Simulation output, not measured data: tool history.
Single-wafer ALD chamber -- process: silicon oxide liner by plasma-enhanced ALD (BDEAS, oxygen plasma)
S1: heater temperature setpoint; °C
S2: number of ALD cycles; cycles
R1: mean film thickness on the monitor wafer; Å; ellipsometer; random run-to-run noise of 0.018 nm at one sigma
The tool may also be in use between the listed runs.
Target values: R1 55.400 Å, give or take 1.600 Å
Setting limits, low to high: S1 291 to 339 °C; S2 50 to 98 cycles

run 1 day=0.000 | S1=315 S2=74 | R1=68.102
run 2 day=0.250 | S1=315 S2=80 | R1=73.489
run 3 day=0.571 | S1=319 S2=80 | R1=73.587
run 4 day=0.912 | S1=319 S2=74 | R1=67.624
run 5 day=1.242 | S1=319 S2=70 | R1=63.905
run 6 day=1.304 | S1=319 S2=78 | R1=70.783
run 7 day=1.562 | S1=320 S2=73 | R1=66.241
run 8 day=1.775 | S1=321 S2=70 | R1=63.154
run 9 day=2.008 | S1=322 S2=68 | R1=61.346
run 10 day=2.346 | S1=323 S2=59 | R1=53.234

Of the 5 settings listed for the next run, only one would bring every result within its allowed miss of target. Which one?
run A day=2.683 | S1=317 S2=61 | R1=?
run B day=2.683 | S1=320 S2=57 | R1=?
run C day=2.683 | S1=324 S2=57 | R1=?
run D day=2.683 | S1=325 S2=58 | R1=?
run E day=2.683 | S1=334 S2=66 | R1=?

move=A R1=55.904
move=B R1=51.992
move=C R1=51.664
move=D R1=52.487
move=E R1=58.871
A: in spec on every target
B: misses by more than the last run did
C: misses by more than the last run did
D: misses by more than the last run did
E: takes the result that was furthest off past its target
So the answer is move A, the one that meets all the targets.
